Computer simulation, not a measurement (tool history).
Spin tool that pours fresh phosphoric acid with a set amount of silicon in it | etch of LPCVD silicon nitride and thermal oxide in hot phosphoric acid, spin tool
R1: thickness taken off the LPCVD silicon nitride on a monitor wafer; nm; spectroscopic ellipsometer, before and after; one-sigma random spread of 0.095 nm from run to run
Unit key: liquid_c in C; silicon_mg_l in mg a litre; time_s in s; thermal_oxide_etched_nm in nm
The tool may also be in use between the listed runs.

run 1 hour=0.0 | liquid_c=161.0 silicon_mg_l=9.0 time_s=180 | R1=20.452 thermal_oxide_etched_nm=0.44059
run 2 hour=7.6 | liquid_c=160.0 silicon_mg_l=8.0 time_s=145 | R1=16.072 thermal_oxide_etched_nm=0.36312
run 3 hour=9.3 | liquid_c=160.0 silicon_mg_l=12.5 time_s=145 | R1=16.285 thermal_oxide_etched_nm=0.31951
run 4 hour=14.3 | liquid_c=160.0 silicon_mg_l=10.5 time_s=145 | R1=16.196 thermal_oxide_etched_nm=0.35347
run 5 hour=18.9 | liquid_c=158.0 silicon_mg_l=10.5 time_s=145 | R1=15.196 thermal_oxide_etched_nm=0.29943
run 6 hour=25.4 | liquid_c=156.5 silicon_mg_l=10.5 time_s=145 | R1=14.251 thermal_oxide_etched_nm=0.23613

Run 7, settings as shown, results not yet in. Your forecast:
run 7 hour=32.4 | liquid_c=157.0 silicon_mg_l=9.0 time_s=125 | R1=? thermal_oxide_etched_nm=?

Run 7 came out at R1 12.617 nm, thermal_oxide_etched_nm 0.24060 nm.

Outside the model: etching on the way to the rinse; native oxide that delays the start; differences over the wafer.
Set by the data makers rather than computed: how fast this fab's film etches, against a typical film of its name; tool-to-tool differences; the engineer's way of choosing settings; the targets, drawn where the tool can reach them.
